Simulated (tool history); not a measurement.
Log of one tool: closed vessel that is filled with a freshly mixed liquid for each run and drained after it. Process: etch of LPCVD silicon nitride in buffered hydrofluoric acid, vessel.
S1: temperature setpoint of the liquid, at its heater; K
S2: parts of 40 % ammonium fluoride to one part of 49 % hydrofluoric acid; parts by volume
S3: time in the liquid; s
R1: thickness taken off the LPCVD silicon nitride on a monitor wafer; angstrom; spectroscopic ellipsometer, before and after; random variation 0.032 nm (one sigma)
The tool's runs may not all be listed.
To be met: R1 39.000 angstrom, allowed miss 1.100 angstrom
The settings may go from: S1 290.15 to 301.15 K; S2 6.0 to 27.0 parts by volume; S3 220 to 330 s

run 1 hour=0.0 | S1=293.15 S2=16.5 S3=330 | R1=22.882
run 2 hour=3.0 | S1=293.15 S2=21.0 S3=330 | R1=18.047
run 3 hour=10.7 | S1=294.65 S2=19.5 S3=330 | R1=20.992
run 4 hour=18.7 | S1=296.15 S2=18.5 S3=330 | R1=23.755
run 5 hour=25.3 | S1=297.15 S2=17.5 S3=330 | R1=26.370
run 6 hour=27.3 | S1=297.15 S2=17.5 S3=220 | R1=17.615
run 7 hour=32.5 | S1=298.15 S2=15.0 S3=245 | R1=24.207
run 8 hour=38.3 | S1=298.65 S2=13.0 S3=245 | R1=28.747
run 9 hour=39.0 | S1=301.15 S2=10.0 S3=250 | R1=42.682

Which of these 4 next moves meets every target?
run A hour=39.7 | S1=301.15 S2=15.5 S3=330 | R1=?
run B hour=39.7 | S1=300.65 S2=11.0 S3=290 | R1=?
run C hour=39.7 | S1=301.15 S2=9.5 S3=265 | R1=?
run D hour=39.7 | S1=300.15 S2=14.0 S3=330 | R1=?

move=A R1=36.754
move=B R1=43.986
move=C R1=46.772
move=D R1=38.501
A: takes the result that was furthest off past its target
B: further off than the last run
C: further off than the last run
D: meets every target
Move D is the one to make.
